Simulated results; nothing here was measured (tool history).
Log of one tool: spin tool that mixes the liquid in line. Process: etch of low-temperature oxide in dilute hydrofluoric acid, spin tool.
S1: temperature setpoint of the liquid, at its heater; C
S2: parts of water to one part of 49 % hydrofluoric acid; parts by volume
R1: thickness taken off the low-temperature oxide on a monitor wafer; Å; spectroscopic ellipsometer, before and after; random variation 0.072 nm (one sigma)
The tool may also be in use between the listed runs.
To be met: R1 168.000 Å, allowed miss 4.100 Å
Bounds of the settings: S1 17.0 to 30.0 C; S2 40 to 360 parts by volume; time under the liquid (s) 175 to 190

Run 1, hour 0.0: S1 22.0 C, S2 200 parts by volume, time under the liquid (s) 175. Result: R1 95.732 Å.
Run 2, hour 1.8: S1 22.0 C, S2 200 parts by volume, time under the liquid (s) 190. Result: R1 103.600 Å.
Run 3, hour 5.9: S1 24.0 C, S2 190 parts by volume, time under the liquid (s) 190. Result: R1 118.720 Å.
Run 4, hour 8.5: S1 24.0 C, S2 165 parts by volume, time under the liquid (s) 190. Result: R1 140.260 Å.
Run 5, hour 12.7: S1 25.5 C, S2 165 parts by volume, time under the liquid (s) 190. Result: R1 150.220 Å.
Run 6, hour 21.0: S1 22.0 C, S2 165 parts by volume, time under the liquid (s) 190. Result: R1 129.130 Å.
Run 7, hour 23.8: S1 24.0 C, S2 165 parts by volume, time under the liquid (s) 190. Result: R1 140.250 Å.
Run 8, hour 25.3: S1 25.0 C, S2 165 parts by volume, time under the liquid (s) 190. Result: R1 145.780 Å.
Run 9, hour 33.6: S1 26.0 C, S2 165 parts by volume, time under the liquid (s) 190. Result: R1 152.020 Å.
Run 10, hour 36.9: S1 26.5 C, S2 165 parts by volume, time under the liquid (s) 190. Result: R1 154.310 Å.

5 next moves are on the table. One of them brings every result within its allowed miss. Which?
Run A, hour 40.2: S1 27.0 C, S2 155 parts by volume, time under the liquid (s) 190. Result: R1 ?.
Run B, hour 40.2: S1 27.0 C, S2 155 parts by volume, time under the liquid (s) 180. Result: R1 ?.
Run C, hour 40.2: S1 26.5 C, S2 160 parts by volume, time under the liquid (s) 190. Result: R1 ?.
Run D, hour 40.2: S1 26.0 C, S2 160 parts by volume, time under the liquid (s) 190. Result: R1 ?.
Run E, hour 40.2: S1 25.0 C, S2 145 parts by volume, time under the liquid (s) 180. Result: R1 ?.

move       R1
   A  168.770
   B  159.890
   C  159.540
   D  156.610
   E  160.490
A: meets every target
B: nearer than the last run, and not there yet
C: nearer than the last run, and not there yet
D: nearer than the last run, and not there yet
E: nearer than the last run, and not there yet
Answer: A
